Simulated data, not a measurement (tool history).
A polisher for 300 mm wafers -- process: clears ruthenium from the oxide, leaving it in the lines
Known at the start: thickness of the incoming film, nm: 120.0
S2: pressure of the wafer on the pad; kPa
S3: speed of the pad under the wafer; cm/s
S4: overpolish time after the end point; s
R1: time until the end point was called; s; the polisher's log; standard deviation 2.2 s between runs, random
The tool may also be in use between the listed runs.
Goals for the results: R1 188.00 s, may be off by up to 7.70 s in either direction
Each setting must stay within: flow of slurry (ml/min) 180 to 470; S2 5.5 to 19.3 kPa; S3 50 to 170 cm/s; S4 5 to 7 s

{"run": 1, "hour": 0.0, "flow of slurry (ml/min)": 300, "S2": 12.4, "S3": 110, "S4": 7, "R1": 113.48}
{"run": 2, "hour": 7.1, "flow of slurry (ml/min)": 300, "S2": 12.4, "S3": 110, "S4": 7, "R1": 116.1}
{"run": 3, "hour": 8.0, "flow of slurry (ml/min)": 300, "S2": 12.4, "S3": 110, "S4": 7, "R1": 115.02}
{"run": 4, "hour": 13.7, "flow of slurry (ml/min)": 300, "S2": 11.0, "S3": 110, "S4": 7, "R1": 128.87}
{"run": 5, "hour": 20.6, "flow of slurry (ml/min)": 300, "S2": 12.4, "S3": 110, "S4": 7, "R1": 116.73}
{"run": 6, "hour": 27.3, "flow of slurry (ml/min)": 300, "S2": 11.0, "S3": 110, "S4": 7, "R1": 129.15}
{"run": 7, "hour": 31.6, "flow of slurry (ml/min)": 300, "S2": 9.7, "S3": 110, "S4": 7, "R1": 146.81}
{"run": 8, "hour": 35.1, "flow of slurry (ml/min)": 300, "S2": 9.7, "S3": 110, "S4": 7, "R1": 146.68}
{"run": 9, "hour": 42.5, "flow of slurry (ml/min)": 300, "S2": 9.0, "S3": 110, "S4": 7, "R1": 159.99}
{"run": 10, "hour": 43.4, "flow of slurry (ml/min)": 300, "S2": 8.3, "S3": 110, "S4": 7, "R1": 171.26}

Of the 4 settings listed for the next run, only one would bring every result within its allowed miss of target. Which one?
{"run": "A", "hour": 44.3, "flow of slurry (ml/min)": 365, "S2": 10.3, "S3": 84, "S4": 5, "R1": "?"}
{"run": "B", "hour": 44.3, "flow of slurry (ml/min)": 345, "S2": 9.7, "S3": 98, "S4": 7, "R1": "?"}
{"run": "C", "hour": 44.3, "flow of slurry (ml/min)": 455, "S2": 6.9, "S3": 114, "S4": 5, "R1": "?"}
{"run": "D", "hour": 44.3, "flow of slurry (ml/min)": 220, "S2": 8.3, "S3": 136, "S4": 5, "R1": "?"}

move=A R1=167.91
move=B R1=159.12
move=C R1=189.61
move=D R1=147.04
A: its largest miss is bigger than the last run's
B: its largest miss is bigger than the last run's
C: every result within its allowed miss
D: its largest miss is bigger than the last run's
The move that meets every target is C.
